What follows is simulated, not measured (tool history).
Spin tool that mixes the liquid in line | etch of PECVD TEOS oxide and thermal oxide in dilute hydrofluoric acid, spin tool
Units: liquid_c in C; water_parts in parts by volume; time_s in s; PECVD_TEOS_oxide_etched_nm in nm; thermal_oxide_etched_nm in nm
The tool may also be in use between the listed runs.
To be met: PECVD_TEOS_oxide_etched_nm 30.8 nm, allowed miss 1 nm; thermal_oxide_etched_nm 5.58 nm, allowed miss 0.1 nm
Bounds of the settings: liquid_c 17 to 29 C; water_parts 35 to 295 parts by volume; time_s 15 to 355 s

run  hour  liquid_c  water_parts  time_s  PECVD_TEOS_oxide_etched_nm  thermal_oxide_etched_nm
  1     0        21          165     180                      25.448                   4.6809
  2   5.6        21          135     180                      32.627                   5.8258
  3  10.3        21          155     180                      27.535                   4.9716
  4  13.1        21          155     150                      23.414                    4.154
  5  21.9      22.5          155     150                      24.541                   4.4058
  6  27.8      20.5          155     150                      22.465                   4.0719
  7  30.4        22          155     150                      23.892                   4.3285
  8  33.1      23.5          155     150                      25.629                   4.6229
  9  41.8      24.5          155     150                      25.859                   4.7645
 10  47.6        25          155     150                      26.695                   4.8749
 11    52      25.5          155     150                      27.592                   4.9443

Which of these 4 next moves meets every target?
  A  56.4      25.5          155     160                           ?                        ?
  B  56.4        28          200     210                           ?                        ?
  C  56.4      22.5          265     275                           ?                        ?
  D  56.4        28          185     145                           ?                        ?

move  PECVD_TEOS_oxide_etched_nm  thermal_oxide_etched_nm
   A                      29.696                   5.3159
   B                      31.382                   5.6178
   C                      23.775                   4.2561
   D                      23.846                   4.2687
A: nearer than the last run, and not there yet
B: meets every target
C: further off than the last run
D: further off than the last run
Answer: B

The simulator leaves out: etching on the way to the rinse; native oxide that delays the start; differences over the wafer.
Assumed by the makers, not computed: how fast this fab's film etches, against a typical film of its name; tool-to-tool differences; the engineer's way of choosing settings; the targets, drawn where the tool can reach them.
